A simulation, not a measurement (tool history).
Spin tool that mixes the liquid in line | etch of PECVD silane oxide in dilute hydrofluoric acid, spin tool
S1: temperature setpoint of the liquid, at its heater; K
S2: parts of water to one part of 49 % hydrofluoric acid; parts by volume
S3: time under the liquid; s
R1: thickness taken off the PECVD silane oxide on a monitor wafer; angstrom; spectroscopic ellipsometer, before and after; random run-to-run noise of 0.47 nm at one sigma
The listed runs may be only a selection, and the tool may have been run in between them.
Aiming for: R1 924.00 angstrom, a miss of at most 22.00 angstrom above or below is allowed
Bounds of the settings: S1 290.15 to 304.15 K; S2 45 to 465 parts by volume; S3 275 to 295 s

run 1 hour=0.0 | S1=296.15 S2=255 S3=275 | R1=386.99
run 2 hour=8.1 | S1=296.15 S2=220 S3=275 | R1=458.99
run 3 hour=12.9 | S1=297.15 S2=205 S3=275 | R1=527.43
run 4 hour=20.9 | S1=298.15 S2=200 S3=275 | R1=560.68
run 5 hour=27.3 | S1=298.15 S2=280 S3=275 | R1=365.03
run 6 hour=35.0 | S1=299.15 S2=260 S3=275 | R1=418.56
run 7 hour=42.7 | S1=299.15 S2=260 S3=275 | R1=419.42
run 8 hour=45.7 | S1=299.65 S2=240 S3=275 | R1=474.62
run 9 hour=48.9 | S1=299.65 S2=240 S3=275 | R1=471.39
run 10 hour=55.0 | S1=300.15 S2=225 S3=275 | R1=519.29
run 11 hour=59.4 | S1=304.15 S2=120 S3=275 | R1=1285.50
run 12 hour=67.1 | S1=303.15 S2=120 S3=275 | R1=1238.90
run 13 hour=71.6 | S1=299.15 S2=125 S3=275 | R1=1021.40
run 14 hour=78.4 | S1=298.65 S2=125 S3=275 | R1=1003.50

Below are 5 possible settings for the next run. Only one of them brings all results inside the allowed miss of their targets. Which is it?
run A hour=85.2 | S1=296.15 S2=130 S3=295 | R1=?
run B hour=85.2 | S1=299.15 S2=150 S3=295 | R1=?
run C hour=85.2 | S1=299.65 S2=155 S3=295 | R1=?
run D hour=85.2 | S1=298.65 S2=140 S3=275 | R1=?
run E hour=85.2 | S1=294.65 S2=125 S3=280 | R1=?

move=A R1=928.67
move=B R1=881.94
move=C R1=864.36
move=D R1=874.85
move=E R1=868.88
A: hits every target within its allowed miss
B: pushes the last run's worst result past its target
C: pushes the last run's worst result past its target
D: pushes the last run's worst result past its target
E: pushes the last run's worst result past its target
Correct choice: A, which meets every target

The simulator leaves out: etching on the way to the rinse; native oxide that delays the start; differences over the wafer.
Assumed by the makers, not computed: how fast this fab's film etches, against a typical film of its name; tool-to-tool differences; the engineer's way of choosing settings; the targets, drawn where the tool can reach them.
